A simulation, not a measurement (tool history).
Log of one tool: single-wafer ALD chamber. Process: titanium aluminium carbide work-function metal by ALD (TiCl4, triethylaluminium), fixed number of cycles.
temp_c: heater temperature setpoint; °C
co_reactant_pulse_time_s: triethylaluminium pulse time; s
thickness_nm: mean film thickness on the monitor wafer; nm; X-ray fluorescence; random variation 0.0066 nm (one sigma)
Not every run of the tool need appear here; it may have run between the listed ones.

run	day	temp_c	co_reactant_pulse_time_s	thickness_nm
1	0.000	305	12.77	2.3168
2	0.279	303	12.54	2.2972
3	0.571	303	10.96	2.2619
4	0.767	303	13.74	2.3272
5	0.921	307	13.74	2.3341
6	1.283	305	13.02	2.3270
7	1.608	303	12.66	2.2984

Run 8, settings as shown, results not yet in. Your forecast:
8	1.671	303	12.66	?

thickness_nm: 2.3010 nm
